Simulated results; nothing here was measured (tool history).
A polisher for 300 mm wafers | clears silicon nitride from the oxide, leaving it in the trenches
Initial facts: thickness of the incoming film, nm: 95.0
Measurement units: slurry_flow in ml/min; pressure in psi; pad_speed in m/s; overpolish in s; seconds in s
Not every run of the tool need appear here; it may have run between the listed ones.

run	hour	slurry_flow	pressure	pad_speed	overpolish	seconds
1	0.0	270	2.0	1.04	46	165.34
2	6.0	270	1.5	1.04	46	205.27
3	14.4	270	1.5	1.04	50	213.41
4	17.8	270	1.5	1.04	50	201.38
5	26.7	270	1.2	1.04	50	245.80
6	32.6	270	0.9	1.04	50	295.69
7	40.1	270	1.4	1.08	50	210.86
8	41.1	270	1.7	1.10	50	184.47
9	43.1	270	2.0	1.14	50	162.19
10	51.5	270	2.3	1.18	49	135.63
11	58.1	270	2.5	1.20	49	125.33

Run 12, settings as shown, results not yet in. Your forecast:
12	58.8	270	2.5	1.20	49	?

{"run 12": {"seconds": 125.61}}
